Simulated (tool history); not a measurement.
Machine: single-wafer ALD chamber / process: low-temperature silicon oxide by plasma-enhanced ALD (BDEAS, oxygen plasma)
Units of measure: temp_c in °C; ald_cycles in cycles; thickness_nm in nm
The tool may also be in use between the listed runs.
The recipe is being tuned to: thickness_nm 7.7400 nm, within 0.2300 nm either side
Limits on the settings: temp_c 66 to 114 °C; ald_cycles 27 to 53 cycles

Run 1, day 0.000: temp_c 90 °C, ald_cycles 40 cycles. Result: thickness_nm 6.0217 nm.
Run 2, day 0.075: temp_c 97 °C, ald_cycles 40 cycles. Result: thickness_nm 5.9125 nm.
Run 3, day 0.154: temp_c 102 °C, ald_cycles 40 cycles. Result: thickness_nm 5.7793 nm.
Run 4, day 0.233: temp_c 101 °C, ald_cycles 41 cycles. Result: thickness_nm 5.9438 nm.
Run 5, day 0.388: temp_c 107 °C, ald_cycles 41 cycles. Result: thickness_nm 5.9062 nm.
Run 6, day 0.696: temp_c 114 °C, ald_cycles 41 cycles. Result: thickness_nm 5.8178 nm.
Run 7, day 0.729: temp_c 106 °C, ald_cycles 47 cycles. Result: thickness_nm 6.7632 nm.
Run 8, day 1.017: temp_c 106 °C, ald_cycles 48 cycles. Result: thickness_nm 6.8933 nm.
Run 9, day 1.100: temp_c 104 °C, ald_cycles 51 cycles. Result: thickness_nm 7.3953 nm.

4 next moves are on the table. One of them brings every result within its allowed miss. Which?
Run A, day 1.183: temp_c 102 °C, ald_cycles 50 cycles. Result: thickness_nm ?.
Run B, day 1.183: temp_c 112 °C, ald_cycles 47 cycles. Result: thickness_nm ?.
Run C, day 1.183: temp_c 113 °C, ald_cycles 52 cycles. Result: thickness_nm ?.
Run D, day 1.183: temp_c 100 °C, ald_cycles 53 cycles. Result: thickness_nm ?.

move  thickness_nm
   A        7.2862
   B        6.7401
   C        7.4451
   D        7.7647
A: the biggest miss grows against the last run
B: the biggest miss grows against the last run
C: closer than the last run, but not yet in spec
D: hits every target within its allowed miss
Correct choice: D, which meets every target
